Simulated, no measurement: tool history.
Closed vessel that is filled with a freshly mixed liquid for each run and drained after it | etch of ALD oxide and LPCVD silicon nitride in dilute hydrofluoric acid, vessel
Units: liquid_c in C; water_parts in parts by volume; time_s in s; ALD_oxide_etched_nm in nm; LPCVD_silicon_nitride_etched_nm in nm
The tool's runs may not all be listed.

run  hour  liquid_c  water_parts  time_s  ALD_oxide_etched_nm  LPCVD_silicon_nitride_etched_nm
  1   0.0      21.0           75      60               24.910                          0.30923
  2   5.3      22.5           75      60               26.579                          0.31900
  3   8.6      24.0           75      60               28.416                          0.34965
  4  14.5      24.0           60      60               36.423                          0.46237
  5  23.0      24.0           60      45               26.995                          0.35058
  6  23.8      22.0           60      45               25.076                          0.33206
  7  29.4      23.5           60      45               26.331                          0.33598

Run 8 comes next. What will it give?
  8  33.8      27.5           45      45                    ?                                ?

{"run 8": {"ALD_oxide_etched_nm": 42.484, "LPCVD_silicon_nitride_etched_nm": 0.63214}}
